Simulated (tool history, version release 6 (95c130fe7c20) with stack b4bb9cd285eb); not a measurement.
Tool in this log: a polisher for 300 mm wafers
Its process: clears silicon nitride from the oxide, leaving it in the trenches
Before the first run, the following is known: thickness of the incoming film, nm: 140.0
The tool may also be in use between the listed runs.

run	hour	flow of slurry (ml/min)	pressure of the wafer on the pad (kPa)	speed of the pad under the wafer (cm/s)	overpolish time after the end point (s)	time until the end point was called (s)
1	0.0	215	20.7	124	4	113.890
2	2.2	215	22.8	124	4	103.590
3	4.3	215	22.8	144	4	88.874
4	7.7	215	22.8	118	4	107.080
5	16.4	215	22.8	118	4	107.570
6	22.7	215	22.8	118	4	108.240

Predict the results of run 7:
7	26.2	215	24.8	118	4	?

Run 7 measured time until the end point was called (s) 100.270.

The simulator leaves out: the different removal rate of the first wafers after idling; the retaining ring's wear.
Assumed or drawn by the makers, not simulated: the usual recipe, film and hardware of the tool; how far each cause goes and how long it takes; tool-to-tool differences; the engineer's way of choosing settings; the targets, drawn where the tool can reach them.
